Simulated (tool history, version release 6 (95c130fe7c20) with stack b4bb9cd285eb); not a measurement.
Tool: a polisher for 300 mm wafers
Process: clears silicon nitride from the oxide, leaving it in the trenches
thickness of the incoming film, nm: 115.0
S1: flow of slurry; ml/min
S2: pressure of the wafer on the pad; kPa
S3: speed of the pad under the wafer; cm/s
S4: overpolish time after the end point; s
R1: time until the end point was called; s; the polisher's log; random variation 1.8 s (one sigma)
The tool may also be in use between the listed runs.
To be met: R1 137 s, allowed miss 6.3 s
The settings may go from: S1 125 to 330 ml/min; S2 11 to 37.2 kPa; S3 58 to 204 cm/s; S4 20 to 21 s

{"run": 1, "day": 0.0, "S1": 210, "S2": 24.1, "S3": 130, "S4": 20, "R1": 97.185}
{"run": 2, "day": 0.358, "S1": 210, "S2": 20.7, "S3": 130, "S4": 20, "R1": 109.72}
{"run": 3, "day": 0.638, "S1": 210, "S2": 19.3, "S3": 130, "S4": 20, "R1": 118.97}
{"run": 4, "day": 0.792, "S1": 210, "S2": 19.3, "S3": 150, "S4": 20, "R1": 104.2}
{"run": 5, "day": 1.042, "S1": 160, "S2": 19.3, "S3": 150, "S4": 20, "R1": 105.3}
{"run": 6, "day": 1.262, "S1": 195, "S2": 19.3, "S3": 150, "S4": 20, "R1": 106.36}
{"run": 7, "day": 1.283, "S1": 195, "S2": 17.9, "S3": 150, "S4": 20, "R1": 112.81}
{"run": 8, "day": 1.383, "S1": 195, "S2": 16.5, "S3": 150, "S4": 20, "R1": 118.65}
{"run": 9, "day": 1.538, "S1": 195, "S2": 15.9, "S3": 150, "S4": 20, "R1": 123.65}
{"run": 10, "day": 1.646, "S1": 195, "S2": 15.2, "S3": 150, "S4": 20, "R1": 127.31}

Which of these 5 next moves meets every target?
{"run": "A", "day": 1.754, "S1": 215, "S2": 13.1, "S3": 136, "S4": 20, "R1": "?"}
{"run": "B", "day": 1.754, "S1": 220, "S2": 11, "S3": 180, "S4": 20, "R1": "?"}
{"run": "C", "day": 1.754, "S1": 215, "S2": 17.2, "S3": 140, "S4": 20, "R1": "?"}
{"run": "D", "day": 1.754, "S1": 220, "S2": 13.8, "S3": 134, "S4": 20, "R1": "?"}
{"run": "E", "day": 1.754, "S1": 170, "S2": 12.4, "S3": 140, "S4": 20, "R1": "?"}

move=A R1=156.01
move=B R1=137.89
move=C R1=123.76
move=D R1=151.9
move=E R1=161.1
A: takes the result that was furthest off past its target
B: meets every target
C: further off than the last run
D: takes the result that was furthest off past its target
E: takes the result that was furthest off past its target
Move B is the one to make.
